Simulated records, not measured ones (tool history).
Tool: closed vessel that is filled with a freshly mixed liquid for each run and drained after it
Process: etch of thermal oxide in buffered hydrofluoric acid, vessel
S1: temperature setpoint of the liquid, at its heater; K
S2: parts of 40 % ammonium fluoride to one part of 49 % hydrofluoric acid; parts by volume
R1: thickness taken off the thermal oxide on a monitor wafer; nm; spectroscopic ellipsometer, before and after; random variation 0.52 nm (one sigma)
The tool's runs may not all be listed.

run 1 day=0 | S1=297.15 S2=12 time_in_the_liquid_(s)=95 | R1=87.19
run 2 day=0.138 | S1=297.15 S2=12 time_in_the_liquid_(s)=105 | R1=97.21
run 3 day=0.438 | S1=298.15 S2=12 time_in_the_liquid_(s)=105 | R1=102.13
run 4 day=0.496 | S1=299.15 S2=12 time_in_the_liquid_(s)=105 | R1=107.07
run 5 day=0.754 | S1=296.15 S2=12 time_in_the_liquid_(s)=105 | R1=91.472
run 6 day=0.875 | S1=296.15 S2=12 time_in_the_liquid_(s)=95 | R1=82.489
run 7 day=0.933 | S1=297.65 S2=12 time_in_the_liquid_(s)=95 | R1=89.663
run 8 day=1.162 | S1=298.65 S2=12 time_in_the_liquid_(s)=95 | R1=94.836
run 9 day=1.475 | S1=302.65 S2=12 time_in_the_liquid_(s)=95 | R1=117.25

The next listed run, before its measurement:
run 10 day=1.504 | S1=303.15 S2=12 time_in_the_liquid_(s)=95 | R1=?

Run 10 gave R1 120.47 nm.
